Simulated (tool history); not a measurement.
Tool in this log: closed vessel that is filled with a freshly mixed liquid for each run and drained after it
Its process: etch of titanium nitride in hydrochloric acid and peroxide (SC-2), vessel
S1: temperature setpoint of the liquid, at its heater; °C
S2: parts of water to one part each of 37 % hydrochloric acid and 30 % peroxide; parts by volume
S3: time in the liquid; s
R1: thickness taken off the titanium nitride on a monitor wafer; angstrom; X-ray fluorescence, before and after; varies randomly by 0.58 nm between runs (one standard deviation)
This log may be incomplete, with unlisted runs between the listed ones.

{"run": 1, "hour": 0.0, "S1": 64.0, "S2": 7.5, "S3": 850, "R1": 907.39}
{"run": 2, "hour": 4.5, "S1": 64.0, "S2": 7.5, "S3": 905, "R1": 970.03}
{"run": 3, "hour": 6.0, "S1": 64.5, "S2": 7.5, "S3": 905, "R1": 990.81}
{"run": 4, "hour": 14.4, "S1": 71.0, "S2": 7.5, "S3": 905, "R1": 1461.8}
{"run": 5, "hour": 19.2, "S1": 69.5, "S2": 7.5, "S3": 905, "R1": 1348.3}
{"run": 6, "hour": 27.9, "S1": 69.5, "S2": 6.0, "S3": 905, "R1": 1593.1}
{"run": 7, "hour": 29.7, "S1": 68.0, "S2": 6.0, "S3": 905, "R1": 1474.8}

What does the tool deliver on the next run?
{"run": 8, "hour": 36.4, "S1": 66.5, "S2": 6.0, "S3": 905, "R1": "?"}

R1: 1335.30 angstrom
